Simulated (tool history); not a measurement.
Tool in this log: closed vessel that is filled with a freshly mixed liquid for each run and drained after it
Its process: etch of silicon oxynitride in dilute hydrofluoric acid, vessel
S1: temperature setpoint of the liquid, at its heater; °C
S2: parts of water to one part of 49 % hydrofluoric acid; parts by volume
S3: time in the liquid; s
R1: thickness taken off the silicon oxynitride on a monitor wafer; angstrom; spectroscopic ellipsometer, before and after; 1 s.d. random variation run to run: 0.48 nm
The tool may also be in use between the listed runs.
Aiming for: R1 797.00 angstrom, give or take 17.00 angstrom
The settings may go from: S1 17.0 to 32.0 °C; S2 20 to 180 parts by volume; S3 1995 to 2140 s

run,hour,S1,S2,S3,R1
1,0.0,24.0,100,1995,416.46
2,1.4,24.0,110,1995,378.97
3,4.9,24.0,110,2140,401.59
4,8.5,26.0,105,2140,462.69
5,14.8,27.5,95,2140,555.03
# hour 20.2: hydrofluoric acid flow meter replaced
6,20.2,27.5,110,2140,530.46
7,23.9,28.5,105,2140,583.40
8,26.6,29.5,105,2140,614.63
9,27.1,30.0,100,2140,661.87
10,33.8,30.5,100,2140,676.02
11,37.6,31.0,100,2140,692.53
12,40.6,31.5,95,2140,744.45

Consider the 4 candidate settings below. Which is the only one whose results all fall within their allowed miss of target?
A,43.6,32.0,90,2115,?
B,43.6,31.0,95,2075,?
C,43.6,31.0,85,1995,?
D,43.6,26.5,75,2140,?

move,R1
A,802.68
B,709.75
C,770.83
D,769.59
A: every result lands within tolerance
B: moves away from the targets compared with the last run
C: closes in on the targets versus the last run, not all within tolerance yet
D: closes in on the targets versus the last run, not all within tolerance yet
So the answer is move A, the one that meets all the targets.

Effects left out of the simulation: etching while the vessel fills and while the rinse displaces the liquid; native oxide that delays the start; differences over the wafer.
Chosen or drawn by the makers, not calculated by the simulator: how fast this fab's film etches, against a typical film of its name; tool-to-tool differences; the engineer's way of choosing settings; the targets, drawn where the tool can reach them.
